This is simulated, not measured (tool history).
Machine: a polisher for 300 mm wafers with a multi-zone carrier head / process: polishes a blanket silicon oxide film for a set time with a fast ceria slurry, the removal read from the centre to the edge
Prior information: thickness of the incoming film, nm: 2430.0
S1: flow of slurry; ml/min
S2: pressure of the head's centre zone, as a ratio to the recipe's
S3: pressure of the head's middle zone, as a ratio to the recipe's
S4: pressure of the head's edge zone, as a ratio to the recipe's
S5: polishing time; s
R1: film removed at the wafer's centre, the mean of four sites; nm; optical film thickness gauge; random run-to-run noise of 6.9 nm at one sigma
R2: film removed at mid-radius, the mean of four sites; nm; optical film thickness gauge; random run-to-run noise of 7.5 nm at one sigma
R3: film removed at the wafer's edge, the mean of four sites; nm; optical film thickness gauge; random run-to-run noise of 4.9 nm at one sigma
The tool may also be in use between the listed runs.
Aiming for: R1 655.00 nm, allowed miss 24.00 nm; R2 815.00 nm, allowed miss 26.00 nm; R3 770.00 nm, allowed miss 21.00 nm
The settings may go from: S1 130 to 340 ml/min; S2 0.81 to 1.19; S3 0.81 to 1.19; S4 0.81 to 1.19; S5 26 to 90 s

run,hour,S1,S2,S3,S4,S5,R1,R2,R3
1,0.0,220,1.00,1.00,1.00,58,949.83,966.56,924.39
2,8.9,215,0.98,1.00,0.99,57,915.56,960.90,892.82
3,14.6,245,0.98,1.00,0.99,57,934.68,968.95,909.15
4,15.4,245,0.98,1.00,0.93,57,929.47,963.86,887.58
5,22.0,225,0.98,1.00,0.93,57,934.47,956.44,873.18
6,28.8,225,0.98,1.03,0.93,57,933.99,980.09,874.72
7,36.9,220,0.96,1.02,0.94,56,885.65,942.22,857.45
8,45.6,215,0.94,1.02,0.95,55,855.26,920.73,844.79
9,50.3,155,0.84,1.05,1.04,48,620.93,780.93,744.76
10,53.2,160,0.84,1.05,1.04,48,626.04,784.13,739.58
11,60.3,165,0.84,1.05,1.04,48,641.92,797.96,745.83

Which one of the following 5 next-run settings gets every result inside its allowed miss? There is exactly one.
A,67.4,165,0.87,1.07,1.03,47,?,?,?
B,67.4,140,0.83,1.16,1.00,48,?,?,?
C,67.4,185,0.83,1.02,1.01,49,?,?,?
D,67.4,165,0.83,0.91,1.03,50,?,?,?
E,67.4,130,0.81,1.06,1.01,49,?,?,?

move,R1,R2,R3
A,644.95,799.14,728.15
B,605.80,846.72,715.39
C,655.28,816.09,763.66
D,653.56,741.87,776.28
E,591.69,786.89,726.01
A: further off than the last run
B: further off than the last run
C: every result lands within tolerance
D: the worst result of the last run now meets its target, but another is out of spec
E: further off than the last run
So the answer is move C, the one that meets all the targets.
